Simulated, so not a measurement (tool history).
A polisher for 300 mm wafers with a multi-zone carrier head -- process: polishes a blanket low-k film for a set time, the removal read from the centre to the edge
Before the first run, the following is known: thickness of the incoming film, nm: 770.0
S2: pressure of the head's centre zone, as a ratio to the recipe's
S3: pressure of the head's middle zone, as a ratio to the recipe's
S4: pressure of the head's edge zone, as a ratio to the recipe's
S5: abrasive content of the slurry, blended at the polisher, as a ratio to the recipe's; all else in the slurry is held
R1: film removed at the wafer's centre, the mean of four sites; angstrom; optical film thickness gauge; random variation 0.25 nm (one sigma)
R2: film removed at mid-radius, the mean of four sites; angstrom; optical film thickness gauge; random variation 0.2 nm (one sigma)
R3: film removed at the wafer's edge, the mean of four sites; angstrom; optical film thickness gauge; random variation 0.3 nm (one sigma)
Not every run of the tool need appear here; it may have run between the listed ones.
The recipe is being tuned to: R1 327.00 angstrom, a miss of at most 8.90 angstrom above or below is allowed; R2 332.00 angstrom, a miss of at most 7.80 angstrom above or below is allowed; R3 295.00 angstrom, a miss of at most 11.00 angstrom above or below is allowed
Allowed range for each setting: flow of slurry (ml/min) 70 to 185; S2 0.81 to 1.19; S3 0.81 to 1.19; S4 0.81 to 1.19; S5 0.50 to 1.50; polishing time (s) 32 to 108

Run 1, hour 0.0: flow of slurry (ml/min) 120, S2 1.00, S3 1.00, S4 1.00, S5 1.00, polishing time (s) 70. Result: R1 251.68 angstrom, R2 243.23 angstrom, R3 243.33 angstrom.
Run 2, hour 8.8: flow of slurry (ml/min) 120, S2 1.00, S3 1.04, S4 1.00, S5 1.00, polishing time (s) 70. Result: R1 251.49 angstrom, R2 249.27 angstrom, R3 242.40 angstrom.
Run 3, hour 10.0: flow of slurry (ml/min) 135, S2 1.02, S3 1.08, S4 1.02, S5 1.05, polishing time (s) 70. Result: R1 270.48 angstrom, R2 272.26 angstrom, R3 255.22 angstrom.
Run 4, hour 12.7: flow of slurry (ml/min) 135, S2 1.05, S3 1.08, S4 1.02, S5 1.05, polishing time (s) 70. Result: R1 278.21 angstrom, R2 270.87 angstrom, R3 251.14 angstrom.
Run 5, hour 15.3: flow of slurry (ml/min) 145, S2 1.06, S3 1.10, S4 1.05, S5 1.10, polishing time (s) 70. Result: R1 290.01 angstrom, R2 284.61 angstrom, R3 264.48 angstrom.
Run 6, hour 16.7: flow of slurry (ml/min) 145, S2 0.97, S3 1.10, S4 1.05, S5 1.10, polishing time (s) 70. Result: R1 267.96 angstrom, R2 283.43 angstrom, R3 268.73 angstrom.
Run 7, hour 18.6: flow of slurry (ml/min) 155, S2 1.00, S3 1.12, S4 1.06, S5 1.15, polishing time (s) 70. Result: R1 285.44 angstrom, R2 294.84 angstrom, R3 277.22 angstrom.
Run 8, hour 20.5: flow of slurry (ml/min) 160, S2 1.02, S3 1.14, S4 1.06, S5 1.20, polishing time (s) 70. Result: R1 299.30 angstrom, R2 306.10 angstrom, R3 280.03 angstrom.
Run 9, hour 27.3: flow of slurry (ml/min) 165, S2 1.03, S3 1.15, S4 1.07, S5 1.20, polishing time (s) 70. Result: R1 306.50 angstrom, R2 315.41 angstrom, R3 282.87 angstrom.
Run 10, hour 35.4: flow of slurry (ml/min) 170, S2 1.04, S3 1.15, S4 1.08, S5 1.20, polishing time (s) 70. Result: R1 307.71 angstrom, R2 312.73 angstrom, R3 286.11 angstrom.

Pick the move, out of 5, that brings all results within their allowed miss; only one does.
Run A, hour 43.5: flow of slurry (ml/min) 175, S2 0.93, S3 1.19, S4 1.08, S5 1.45, polishing time (s) 69. Result: R1 ?, R2 ?, R3 ?.
Run B, hour 43.5: flow of slurry (ml/min) 185, S2 1.13, S3 1.03, S4 1.08, S5 1.25, polishing time (s) 66. Result: R1 ?, R2 ?, R3 ?.
Run C, hour 43.5: flow of slurry (ml/min) 155, S2 1.16, S3 1.15, S4 1.06, S5 1.40, polishing time (s) 65. Result: R1 ?, R2 ?, R3 ?.
Run D, hour 43.5: flow of slurry (ml/min) 170, S2 1.03, S3 1.16, S4 1.13, S5 1.20, polishing time (s) 66. Result: R1 ?, R2 ?, R3 ?.
Run E, hour 43.5: flow of slurry (ml/min) 185, S2 1.05, S3 1.15, S4 1.06, S5 1.10, polishing time (s) 75. Result: R1 ?, R2 ?, R3 ?.

move      R1      R2      R3
   A  293.88  346.27  305.49
   B  326.75  283.50  278.95
   C  333.05  306.59  277.21
   D  288.53  300.86  277.40
   E  327.91  332.60  298.06
A: moves the result that the last run missed by most past its target, out the other side
B: its largest miss is bigger than the last run's
C: its largest miss is bigger than the last run's
D: its largest miss is bigger than the last run's
E: each result inside its tolerance
So the answer is move E, the one that meets all the targets.

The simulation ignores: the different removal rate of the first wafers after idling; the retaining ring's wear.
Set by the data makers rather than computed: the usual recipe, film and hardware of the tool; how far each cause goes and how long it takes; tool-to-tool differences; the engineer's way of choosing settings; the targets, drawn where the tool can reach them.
